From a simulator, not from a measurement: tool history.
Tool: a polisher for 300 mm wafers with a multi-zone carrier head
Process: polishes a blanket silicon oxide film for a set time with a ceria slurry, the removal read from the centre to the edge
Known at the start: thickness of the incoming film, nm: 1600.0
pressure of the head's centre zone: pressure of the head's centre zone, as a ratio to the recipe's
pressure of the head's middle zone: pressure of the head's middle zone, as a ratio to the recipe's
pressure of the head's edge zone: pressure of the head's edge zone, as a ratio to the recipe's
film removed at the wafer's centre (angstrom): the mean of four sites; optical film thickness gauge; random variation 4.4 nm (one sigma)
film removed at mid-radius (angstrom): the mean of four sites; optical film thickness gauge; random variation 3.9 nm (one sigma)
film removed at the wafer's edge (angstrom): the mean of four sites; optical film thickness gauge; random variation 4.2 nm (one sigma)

run	hour	flow of slurry (ml/min)	pressure of the head's centre zone	pressure of the head's middle zone	pressure of the head's edge zone	polishing time (s)	film removed at the wafer's centre (angstrom)	film removed at mid-radius (angstrom)	film removed at the wafer's edge (angstrom)
1	0.0	270	1.00	1.00	1.00	58	3279.1	3262.4	3259.9
2	7.1	275	0.99	1.03	1.03	60	3422.7	3464.7	3420.0
3	10.8	335	0.99	1.03	1.03	60	3556.8	3474.7	3408.9
4	12.5	335	0.92	1.03	1.03	60	3273.6	3520.3	3522.2
5	13.5	335	0.92	0.98	1.03	60	3260.8	3387.5	3466.2
6	14.2	330	0.91	1.01	1.04	62	3343.7	3555.2	3624.2
7	17.6	330	0.90	1.04	1.05	64	3413.4	3804.0	3746.2

Run 8 comes next. What will it give?
8	19.7	330	0.90	1.05	1.06	65	?	?	?

{"run 8": {"film removed at the wafer's centre (angstrom)": 3465.8, "film removed at mid-radius (angstrom)": 3862.4, "film removed at the wafer's edge (angstrom)": 3845.7}}
